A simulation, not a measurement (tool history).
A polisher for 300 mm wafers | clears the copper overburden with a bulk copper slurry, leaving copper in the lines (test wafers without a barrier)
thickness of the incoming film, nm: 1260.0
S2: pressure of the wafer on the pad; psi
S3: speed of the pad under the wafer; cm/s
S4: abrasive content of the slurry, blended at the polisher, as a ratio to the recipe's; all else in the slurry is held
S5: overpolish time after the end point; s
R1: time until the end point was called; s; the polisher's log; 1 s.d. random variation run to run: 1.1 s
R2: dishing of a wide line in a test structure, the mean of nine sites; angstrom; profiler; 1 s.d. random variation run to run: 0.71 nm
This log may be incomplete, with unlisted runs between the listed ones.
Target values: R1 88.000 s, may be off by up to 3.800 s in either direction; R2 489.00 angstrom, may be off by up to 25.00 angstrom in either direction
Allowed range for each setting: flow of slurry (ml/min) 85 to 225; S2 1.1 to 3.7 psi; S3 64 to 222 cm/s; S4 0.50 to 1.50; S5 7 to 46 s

{"run": 1, "hour": 0.0, "flow of slurry (ml/min)": 145, "S2": 2.4, "S3": 142, "S4": 1.0, "S5": 24, "R1": 101.79, "R2": 786.17}
{"run": 2, "hour": 3.4, "flow of slurry (ml/min)": 145, "S2": 2.8, "S3": 142, "S4": 1.0, "S5": 24, "R1": 88.335, "R2": 805.72}
{"run": 3, "hour": 5.8, "flow of slurry (ml/min)": 145, "S2": 3.1, "S3": 142, "S4": 1.0, "S5": 24, "R1": 83.809, "R2": 809.12}
{"run": 4, "hour": 6.7, "flow of slurry (ml/min)": 145, "S2": 3.1, "S3": 142, "S4": 0.9, "S5": 24, "R1": 84.208, "R2": 832.62}
{"run": 5, "hour": 7.9, "flow of slurry (ml/min)": 145, "S2": 2.7, "S3": 154, "S4": 1.05, "S5": 20, "R1": 86.955, "R2": 778.61}
{"run": 6, "hour": 15.2, "flow of slurry (ml/min)": 145, "S2": 2.7, "S3": 154, "S4": 1.05, "S5": 29, "R1": 85.615, "R2": 815.11}
{"run": 7, "hour": 22.3, "flow of slurry (ml/min)": 135, "S2": 2.3, "S3": 170, "S4": 1.15, "S5": 24, "R1": 92.649, "R2": 768.99}
{"run": 8, "hour": 30.0, "flow of slurry (ml/min)": 150, "S2": 2.0, "S3": 182, "S4": 1.25, "S5": 20, "R1": 95.073, "R2": 721.6}
{"run": 9, "hour": 32.6, "flow of slurry (ml/min)": 165, "S2": 1.8, "S3": 192, "S4": 1.3, "S5": 17, "R1": 97.987, "R2": 658.99}
{"run": 10, "hour": 37.7, "flow of slurry (ml/min)": 180, "S2": 1.7, "S3": 198, "S4": 1.35, "S5": 15, "R1": 98.541, "R2": 643.68}
{"run": 11, "hour": 46.5, "flow of slurry (ml/min)": 190, "S2": 1.6, "S3": 204, "S4": 1.4, "S5": 13, "R1": 99.453, "R2": 585.96}
{"run": 12, "hour": 50.2, "flow of slurry (ml/min)": 200, "S2": 1.6, "S3": 208, "S4": 1.4, "S5": 12, "R1": 98.424, "R2": 586.23}
{"run": 13, "hour": 51.1, "flow of slurry (ml/min)": 205, "S2": 1.6, "S3": 212, "S4": 1.4, "S5": 11, "R1": 96.065, "R2": 564.65}
{"run": 14, "hour": 56.9, "flow of slurry (ml/min)": 210, "S2": 1.6, "S3": 214, "S4": 1.4, "S5": 10, "R1": 93.591, "R2": 559.37}
{"run": 15, "hour": 64.9, "flow of slurry (ml/min)": 215, "S2": 1.6, "S3": 216, "S4": 1.4, "S5": 9, "R1": 95.126, "R2": 536.12}
{"run": 16, "hour": 73.5, "flow of slurry (ml/min)": 215, "S2": 1.7, "S3": 218, "S4": 1.3, "S5": 9, "R1": 91.337, "R2": 528.57}
{"run": 17, "hour": 81.0, "flow of slurry (ml/min)": 215, "S2": 1.7, "S3": 218, "S4": 1.25, "S5": 9, "R1": 89.786, "R2": 550.75}

Which one of the following 4 next-run settings gets every result inside its allowed miss? There is exactly one.
{"run": "A", "hour": 88.5, "flow of slurry (ml/min)": 225, "S2": 1.8, "S3": 218, "S4": 1.25, "S5": 7, "R1": "?", "R2": "?"}
{"run": "B", "hour": 88.5, "flow of slurry (ml/min)": 220, "S2": 1.4, "S3": 222, "S4": 1.35, "S5": 7, "R1": "?", "R2": "?"}
{"run": "C", "hour": 88.5, "flow of slurry (ml/min)": 175, "S2": 1.8, "S3": 210, "S4": 1.25, "S5": 15, "R1": "?", "R2": "?"}
{"run": "D", "hour": 88.5, "flow of slurry (ml/min)": 225, "S2": 1.6, "S3": 210, "S4": 1.35, "S5": 7, "R1": "?", "R2": "?"}

move=A R1=86.673 R2=490.26
move=B R1=102.580 R2=432.29
move=C R1=91.960 R2=668.36
move=D R1=96.232 R2=455.42
A: all results in spec
B: takes the biggest miss from the last run beyond its target
C: further off than the last run
D: takes the biggest miss from the last run beyond its target
A is the move that brings every result within its allowed miss.
